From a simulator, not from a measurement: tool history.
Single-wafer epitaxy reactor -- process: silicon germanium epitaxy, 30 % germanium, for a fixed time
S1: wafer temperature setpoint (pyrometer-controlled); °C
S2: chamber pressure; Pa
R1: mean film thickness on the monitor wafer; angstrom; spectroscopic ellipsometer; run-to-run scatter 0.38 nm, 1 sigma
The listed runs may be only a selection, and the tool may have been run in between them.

run  hour   S1    S2      R1
  1   0.0  605  3560  746.80
  2   6.5  605  3093  716.48
  3  13.2  601  3093  657.90
  4  16.4  593  3093  556.47
  5  24.0  593  2600  521.56
  6  32.0  602  2653  637.97

What will run 7 give?
  7  40.1  608  2693   ?

Run 7 came out at R1 721.71 angstrom.

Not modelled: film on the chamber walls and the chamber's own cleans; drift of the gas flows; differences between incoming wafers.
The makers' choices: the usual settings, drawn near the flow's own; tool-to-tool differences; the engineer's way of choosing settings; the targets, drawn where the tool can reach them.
